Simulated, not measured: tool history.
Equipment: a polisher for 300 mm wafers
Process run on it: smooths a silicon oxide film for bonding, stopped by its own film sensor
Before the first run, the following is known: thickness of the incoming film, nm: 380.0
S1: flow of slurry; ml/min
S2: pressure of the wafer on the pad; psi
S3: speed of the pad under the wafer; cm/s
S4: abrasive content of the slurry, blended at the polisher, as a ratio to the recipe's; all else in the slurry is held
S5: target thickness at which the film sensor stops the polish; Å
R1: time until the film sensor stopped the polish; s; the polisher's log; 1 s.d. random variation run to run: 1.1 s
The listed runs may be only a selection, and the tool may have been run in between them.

run 1 hour=0 | S1=175 S2=2.4 S3=80 S4=1 S5=3130 | R1=88.649
run 2 hour=1 | S1=175 S2=2.7 S3=80 S4=1 S5=3130 | R1=79.596
run 3 hour=4.6 | S1=175 S2=2.7 S3=98 S4=1 S5=3130 | R1=67.733
run 4 hour=9.1 | S1=170 S2=2.3 S3=98 S4=1 S5=3130 | R1=78.278
run 5 hour=10.2 | S1=190 S2=2.3 S3=98 S4=1 S5=3130 | R1=76.751
-- hour=11.7 slurry nozzle cleaned
run 6 hour=11.7 | S1=190 S2=2.3 S3=98 S4=1.1 S5=3130 | R1=68.823
run 7 hour=15 | S1=175 S2=2 S3=96 S4=1.1 S5=3130 | R1=79.998
run 8 hour=17.6 | S1=165 S2=1.7 S3=92 S4=1.1 S5=3130 | R1=93.568
run 9 hour=18.3 | S1=160 S2=1.5 S3=90 S4=1.1 S5=3130 | R1=103.74
run 10 hour=19.2 | S1=155 S2=1.4 S3=90 S4=1.1 S5=3130 | R1=109.38
run 11 hour=27.7 | S1=135 S2=1.1 S3=90 S4=1.1 S5=3130 | R1=129.61
run 12 hour=31.7 | S1=140 S2=1.1 S3=90 S4=1.1 S5=3130 | R1=128.86

Run 13 is up next; what results do you expect?
run 13 hour=35 | S1=145 S2=1.1 S3=90 S4=1.1 S5=3130 | R1=?

R1: 130.19 s

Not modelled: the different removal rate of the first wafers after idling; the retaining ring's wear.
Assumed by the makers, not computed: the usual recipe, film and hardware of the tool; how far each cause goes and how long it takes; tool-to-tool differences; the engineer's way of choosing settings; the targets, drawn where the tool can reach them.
